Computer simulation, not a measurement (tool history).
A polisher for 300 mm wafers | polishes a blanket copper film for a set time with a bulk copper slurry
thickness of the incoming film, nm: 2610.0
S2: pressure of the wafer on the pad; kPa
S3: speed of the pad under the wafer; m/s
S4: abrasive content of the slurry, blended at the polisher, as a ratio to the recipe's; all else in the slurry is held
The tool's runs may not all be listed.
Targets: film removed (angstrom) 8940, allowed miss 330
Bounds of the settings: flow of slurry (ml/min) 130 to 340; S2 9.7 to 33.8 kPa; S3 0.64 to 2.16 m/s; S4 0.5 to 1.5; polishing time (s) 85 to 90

{"run": 1, "hour": 0.0, "flow of slurry (ml/min)": 220, "S2": 21.4, "S3": 1.4, "S4": 1, "polishing time (s)": 85, "film removed (angstrom)": 11989}
{"run": 2, "hour": 6.7, "flow of slurry (ml/min)": 220, "S2": 25.5, "S3": 1.4, "S4": 1, "polishing time (s)": 85, "film removed (angstrom)": 14003}
{"run": 3, "hour": 10.8, "flow of slurry (ml/min)": 190, "S2": 25.5, "S3": 1.4, "S4": 1, "polishing time (s)": 85, "film removed (angstrom)": 14095}
{"run": 4, "hour": 13.3, "flow of slurry (ml/min)": 190, "S2": 25.5, "S3": 1.4, "S4": 0.9, "polishing time (s)": 85, "film removed (angstrom)": 13550}
{"run": 5, "hour": 16.8, "flow of slurry (ml/min)": 190, "S2": 23.4, "S3": 1.4, "S4": 0.9, "polishing time (s)": 85, "film removed (angstrom)": 12589}
{"hour": 24.2, "done": "slurry blender recalibrated"}
{"run": 6, "hour": 24.2, "flow of slurry (ml/min)": 190, "S2": 28.3, "S3": 1.4, "S4": 0.9, "polishing time (s)": 85, "film removed (angstrom)": 16502}
{"run": 7, "hour": 25.0, "flow of slurry (ml/min)": 190, "S2": 26.2, "S3": 1.4, "S4": 0.9, "polishing time (s)": 85, "film removed (angstrom)": 15258}
{"run": 8, "hour": 29.6, "flow of slurry (ml/min)": 185, "S2": 20, "S3": 1.34, "S4": 0.9, "polishing time (s)": 85, "film removed (angstrom)": 11033}

Which of these 4 next moves meets every target?
{"run": "A", "hour": 34.2, "flow of slurry (ml/min)": 160, "S2": 20, "S3": 1.52, "S4": 0.95, "polishing time (s)": 86, "film removed (angstrom)": "?"}
{"run": "B", "hour": 34.2, "flow of slurry (ml/min)": 150, "S2": 22.8, "S3": 1.46, "S4": 0.9, "polishing time (s)": 90, "film removed (angstrom)": "?"}
{"run": "C", "hour": 34.2, "flow of slurry (ml/min)": 190, "S2": 17.2, "S3": 1.28, "S4": 0.85, "polishing time (s)": 85, "film removed (angstrom)": "?"}
{"run": "D", "hour": 34.2, "flow of slurry (ml/min)": 185, "S2": 20, "S3": 1.44, "S4": 0.85, "polishing time (s)": 90, "film removed (angstrom)": "?"}

move=A film_removed_(angstrom)=12615
move=B film_removed_(angstrom)=14053
move=C film_removed_(angstrom)=9105.6
move=D film_removed_(angstrom)=12429
A: further off than the last run
B: further off than the last run
C: meets every target
D: further off than the last run
Move C is the one to make.
